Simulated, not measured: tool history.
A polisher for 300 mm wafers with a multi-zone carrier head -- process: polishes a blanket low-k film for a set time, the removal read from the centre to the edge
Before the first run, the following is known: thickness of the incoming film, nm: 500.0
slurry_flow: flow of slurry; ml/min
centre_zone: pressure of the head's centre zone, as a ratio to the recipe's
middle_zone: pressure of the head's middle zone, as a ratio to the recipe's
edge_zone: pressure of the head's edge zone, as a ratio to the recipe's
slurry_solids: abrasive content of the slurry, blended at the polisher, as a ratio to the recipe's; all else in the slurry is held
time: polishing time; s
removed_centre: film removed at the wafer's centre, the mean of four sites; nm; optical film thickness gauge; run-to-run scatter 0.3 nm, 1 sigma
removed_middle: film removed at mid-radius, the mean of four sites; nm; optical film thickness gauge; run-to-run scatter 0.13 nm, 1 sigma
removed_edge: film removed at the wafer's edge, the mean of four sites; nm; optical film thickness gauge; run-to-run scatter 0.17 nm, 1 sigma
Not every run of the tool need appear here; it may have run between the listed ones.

{"run": 1, "day": 0.0, "slurry_flow": 200, "centre_zone": 1, "middle_zone": 1, "edge_zone": 1, "slurry_solids": 1, "time": 42, "removed_centre": 14.912, "removed_middle": 14.552, "removed_edge": 14.865}
{"run": 2, "day": 0.246, "slurry_flow": 220, "centre_zone": 1.05, "middle_zone": 1.05, "edge_zone": 1.03, "slurry_solids": 1.1, "time": 42, "removed_centre": 15.819, "removed_middle": 15.898, "removed_edge": 15.729}
{"run": 3, "day": 0.438, "slurry_flow": 220, "centre_zone": 1.05, "middle_zone": 1.05, "edge_zone": 1.03, "slurry_solids": 1.1, "time": 38, "removed_centre": 14.066, "removed_middle": 14.426, "removed_edge": 13.946}
{"run": 4, "day": 0.621, "slurry_flow": 220, "centre_zone": 1.05, "middle_zone": 1.02, "edge_zone": 1.03, "slurry_solids": 1.1, "time": 38, "removed_centre": 14.476, "removed_middle": 14.205, "removed_edge": 14.164}
{"run": 5, "day": 0.908, "slurry_flow": 240, "centre_zone": 1.05, "middle_zone": 1.02, "edge_zone": 1.03, "slurry_solids": 1.1, "time": 38, "removed_centre": 15.231, "removed_middle": 14.065, "removed_edge": 14.052}
{"run": 6, "day": 1.05, "slurry_flow": 255, "centre_zone": 1.08, "middle_zone": 1.05, "edge_zone": 1.03, "slurry_solids": 1.2, "time": 40, "removed_centre": 16.244, "removed_middle": 15.769, "removed_edge": 15.533}
{"run": 7, "day": 1.308, "slurry_flow": 270, "centre_zone": 1.11, "middle_zone": 1.06, "edge_zone": 0.99, "slurry_solids": 1.3, "time": 42, "removed_centre": 19.032, "removed_middle": 17.489, "removed_edge": 16.551}

Run 8, settings as shown, results not yet in. Your forecast:
{"run": 8, "day": 1.604, "slurry_flow": 290, "centre_zone": 1.18, "middle_zone": 1.16, "edge_zone": 1.09, "slurry_solids": 1.5, "time": 42, "removed_centre": "?", "removed_middle": "?", "removed_edge": "?"}

Logged for run 8: removed_centre 21.325 nm, removed_middle 20.04 nm, removed_edge 17.991 nm.
